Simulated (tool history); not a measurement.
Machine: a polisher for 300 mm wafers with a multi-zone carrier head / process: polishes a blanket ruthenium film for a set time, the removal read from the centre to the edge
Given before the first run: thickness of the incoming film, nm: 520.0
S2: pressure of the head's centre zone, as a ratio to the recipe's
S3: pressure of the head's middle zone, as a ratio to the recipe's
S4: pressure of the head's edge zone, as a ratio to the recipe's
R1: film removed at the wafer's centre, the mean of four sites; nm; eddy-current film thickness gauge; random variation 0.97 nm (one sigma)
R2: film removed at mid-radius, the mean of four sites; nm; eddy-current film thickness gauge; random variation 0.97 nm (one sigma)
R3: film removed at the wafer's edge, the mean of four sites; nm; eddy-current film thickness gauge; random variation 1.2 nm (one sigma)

run 1 hour=0.0 | flow_of_slurry_(ml/min)=145 S2=1.00 S3=1.00 S4=1.00 polishing_time_(s)=72 | R1=117.810 R2=118.980 R3=117.830
run 2 hour=7.0 | flow_of_slurry_(ml/min)=145 S2=1.00 S3=1.00 S4=1.00 polishing_time_(s)=56 | R1=91.031 R2=93.345 R3=90.596
run 3 hour=8.8 | flow_of_slurry_(ml/min)=150 S2=1.01 S3=0.99 S4=1.02 polishing_time_(s)=57 | R1=94.398 R2=94.932 R3=93.367
run 4 hour=16.7 | flow_of_slurry_(ml/min)=150 S2=1.01 S3=0.91 S4=1.02 polishing_time_(s)=57 | R1=95.643 R2=88.304 R3=94.810
run 5 hour=20.5 | flow_of_slurry_(ml/min)=150 S2=1.01 S3=0.91 S4=0.97 polishing_time_(s)=57 | R1=96.053 R2=87.815 R3=92.573
run 6 hour=22.4 | flow_of_slurry_(ml/min)=150 S2=0.95 S3=0.91 S4=0.97 polishing_time_(s)=57 | R1=89.252 R2=89.787 R3=92.917

Expected results for the next run?
run 7 hour=24.2 | flow_of_slurry_(ml/min)=155 S2=0.96 S3=0.91 S4=0.99 polishing_time_(s)=58 | R1=? R2=? R3=?

Run 7 produced R1 93.414 nm, R2 90.267 nm, R3 95.819 nm.

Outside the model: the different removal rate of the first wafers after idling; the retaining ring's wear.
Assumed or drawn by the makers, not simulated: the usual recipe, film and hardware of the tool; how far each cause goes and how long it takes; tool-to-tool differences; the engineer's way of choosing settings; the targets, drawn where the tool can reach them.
